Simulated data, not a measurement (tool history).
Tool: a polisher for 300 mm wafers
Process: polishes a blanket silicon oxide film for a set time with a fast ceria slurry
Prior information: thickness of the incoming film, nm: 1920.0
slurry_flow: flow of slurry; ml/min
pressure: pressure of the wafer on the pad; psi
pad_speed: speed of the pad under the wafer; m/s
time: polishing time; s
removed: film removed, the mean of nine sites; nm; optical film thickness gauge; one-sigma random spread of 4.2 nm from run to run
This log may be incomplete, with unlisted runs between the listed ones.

run 1 hour=0 | slurry_flow=280 pressure=2.3 pad_speed=0.8 time=40 | removed=513.32
run 2 hour=5.6 | slurry_flow=280 pressure=2.3 pad_speed=0.96 time=40 | removed=618.52
run 3 hour=7.4 | slurry_flow=280 pressure=2.1 pad_speed=0.94 time=40 | removed=543.45
run 4 hour=10.8 | slurry_flow=280 pressure=2 pad_speed=0.92 time=40 | removed=509.19
run 5 hour=14.4 | slurry_flow=280 pressure=1.9 pad_speed=0.9 time=40 | removed=460.84
run 6 hour=17.8 | slurry_flow=280 pressure=1.8 pad_speed=0.9 time=40 | removed=447.26
run 7 hour=19.9 | slurry_flow=280 pressure=1.7 pad_speed=0.9 time=40 | removed=434.42
-- hour=22 head pressure recalibrated
run 8 hour=22 | slurry_flow=280 pressure=1.1 pad_speed=0.76 time=39 | removed=227.54

What will run 9 give?
run 9 hour=25.7 | slurry_flow=280 pressure=1.3 pad_speed=0.76 time=39 | removed=?

{"run 9": {"removed": 259.08}}
